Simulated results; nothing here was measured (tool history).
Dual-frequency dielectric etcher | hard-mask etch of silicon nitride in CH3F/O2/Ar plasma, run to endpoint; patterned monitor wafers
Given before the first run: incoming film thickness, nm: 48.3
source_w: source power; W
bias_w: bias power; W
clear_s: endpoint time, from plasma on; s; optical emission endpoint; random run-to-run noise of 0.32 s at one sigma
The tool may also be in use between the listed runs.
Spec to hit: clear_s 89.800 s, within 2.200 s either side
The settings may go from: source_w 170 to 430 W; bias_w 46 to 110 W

{"run": 1, "hour": 0.0, "source_w": 300, "bias_w": 78, "clear_s": 77.236}
{"run": 2, "hour": 2.9, "source_w": 300, "bias_w": 91, "clear_s": 74.416}
{"run": 3, "hour": 6.0, "source_w": 300, "bias_w": 78, "clear_s": 76.469}
{"run": 4, "hour": 10.1, "source_w": 300, "bias_w": 72, "clear_s": 78.273}
{"run": 5, "hour": 13.5, "source_w": 350, "bias_w": 72, "clear_s": 73.859}
{"hour": 20.9, "done": "wet clean of the chamber"}
{"run": 6, "hour": 20.9, "source_w": 390, "bias_w": 72, "clear_s": 67.883}
{"run": 7, "hour": 28.6, "source_w": 360, "bias_w": 70, "clear_s": 70.586}
{"run": 8, "hour": 34.7, "source_w": 330, "bias_w": 68, "clear_s": 73.232}
{"run": 9, "hour": 36.1, "source_w": 300, "bias_w": 68, "clear_s": 75.852}
{"run": 10, "hour": 42.4, "source_w": 270, "bias_w": 75, "clear_s": 77.724}
{"run": 11, "hour": 48.1, "source_w": 250, "bias_w": 69, "clear_s": 81.161}
{"run": 12, "hour": 54.6, "source_w": 230, "bias_w": 67, "clear_s": 84.413}
{"run": 13, "hour": 60.4, "source_w": 220, "bias_w": 66, "clear_s": 85.791}
{"run": 14, "hour": 64.0, "source_w": 210, "bias_w": 65, "clear_s": 87.947}

Below are 4 possible settings for the next run. Only one of them brings all results inside the allowed miss of their targets. Which is it?
{"run": "A", "hour": 67.6, "source_w": 220, "bias_w": 68, "clear_s": "?"}
{"run": "B", "hour": 67.6, "source_w": 200, "bias_w": 62, "clear_s": "?"}
{"run": "C", "hour": 67.6, "source_w": 210, "bias_w": 71, "clear_s": "?"}
{"run": "D", "hour": 67.6, "source_w": 210, "bias_w": 72, "clear_s": "?"}

move=A clear_s=85.164
move=B clear_s=89.797
move=C clear_s=85.864
move=D clear_s=85.616
A: lands further from the targets than the last run did
B: every result within its allowed miss
C: lands further from the targets than the last run did
D: lands further from the targets than the last run did
B meets every target.
